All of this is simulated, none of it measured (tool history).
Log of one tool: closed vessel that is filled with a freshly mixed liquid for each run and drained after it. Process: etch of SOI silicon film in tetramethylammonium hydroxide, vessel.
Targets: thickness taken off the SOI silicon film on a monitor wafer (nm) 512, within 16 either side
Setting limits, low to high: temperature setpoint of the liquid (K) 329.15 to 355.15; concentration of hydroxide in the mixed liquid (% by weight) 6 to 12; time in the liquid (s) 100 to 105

run,hour,temperature setpoint of the liquid (K),concentration of hydroxide in the mixed liquid (% by weight),time in the liquid (s),thickness taken off the SOI silicon film on a monitor wafer (nm)
1,0,342.15,8,100,668.88
2,4.7,341.65,8,100,661.5
3,7.6,341.65,7.5,100,669.94
4,10.1,341.65,8,100,656.15
5,17.5,341.65,8,105,690.56
6,25.1,341.15,8,105,676.56
7,28.8,340.65,8,105,659.93
8,35.4,340.15,8,105,639.92
# hour 36: thermometer replaced
9,36,340.15,8,105,666.35
10,38.1,339.65,8,105,647.67
11,39.1,339.15,8,105,636.28
12,45.5,338.65,8,105,610.36
13,49.2,338.15,8,105,589.99
14,56.3,337.65,8,105,586.71
15,58.5,337.15,8,105,560.61
16,59.8,336.15,8,105,526.5

Below are 5 possible settings for the next run. Only one of them brings all results inside the allowed miss of their targets. Which is it?
A,61.1,335.65,10,105,?
B,61.1,339.15,9,100,?
C,61.1,338.15,9,100,?
D,61.1,336.65,8,105,?
E,61.1,335.65,7,100,?

move,thickness taken off the SOI silicon film on a monitor wafer (nm)
A,473.24
B,580.93
C,546.95
D,545.5
E,507.68
A: carries the result that was furthest off beyond its target, to the other side
B: lands further from the targets than the last run did
C: lands further from the targets than the last run did
D: lands further from the targets than the last run did
E: every result within its allowed miss
Move E is the one to make.

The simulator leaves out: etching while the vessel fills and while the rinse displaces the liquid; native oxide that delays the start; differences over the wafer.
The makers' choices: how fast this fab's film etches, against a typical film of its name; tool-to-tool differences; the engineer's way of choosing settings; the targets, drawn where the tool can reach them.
